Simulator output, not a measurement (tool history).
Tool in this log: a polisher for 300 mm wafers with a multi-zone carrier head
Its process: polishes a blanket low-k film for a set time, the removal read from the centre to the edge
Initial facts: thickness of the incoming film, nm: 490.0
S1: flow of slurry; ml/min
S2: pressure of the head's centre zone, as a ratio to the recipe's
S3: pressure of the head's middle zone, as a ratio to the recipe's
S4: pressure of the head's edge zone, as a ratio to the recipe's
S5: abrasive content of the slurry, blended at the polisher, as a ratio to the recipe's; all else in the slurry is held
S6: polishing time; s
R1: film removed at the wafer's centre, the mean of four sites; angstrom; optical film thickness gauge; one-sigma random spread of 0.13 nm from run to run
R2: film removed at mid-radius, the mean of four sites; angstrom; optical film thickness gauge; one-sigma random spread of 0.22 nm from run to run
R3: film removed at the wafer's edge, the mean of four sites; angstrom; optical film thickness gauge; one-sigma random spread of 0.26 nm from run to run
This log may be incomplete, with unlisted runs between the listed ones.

run  hour   S1    S2    S3    S4    S5  S6      R1      R2      R3
  1   0.0  160  1.00  1.00  1.00  1.00  34  162.42  164.95  164.31
  2   8.2  165  0.98  0.99  1.04  1.05  34  160.31  163.30  171.06
  3  14.6  170  0.97  1.00  1.07  1.15  34  163.96  171.65  182.71
  4  16.8  180  0.97  1.00  1.10  1.20  34  167.65  177.99  189.14
  5  24.6  185  0.96  0.99  1.12  1.25  34  173.62  180.33  188.49
  6  28.9  165  0.96  1.00  1.14  1.30  34  169.12  177.50  195.39
  7  30.0  160  0.96  1.01  1.15  1.35  34  169.44  178.96  194.78
  8  33.2  160  0.94  1.00  1.16  1.40  35  173.30  187.82  200.69
     38.1  -- slurry nozzle cleaned
  9  38.1  145  0.94  1.00  1.17  1.40  36  190.87  205.07  216.80
 10  44.5  165  0.92  0.97  1.17  1.40  36  190.28  205.32  221.01

Run 11 is up next; what results do you expect?
 11  51.3  155  0.91  0.96  1.17  1.35  36   ?   ?   ?

R1: 187.21 angstrom
R2: 202.21 angstrom
R3: 220.11 angstrom
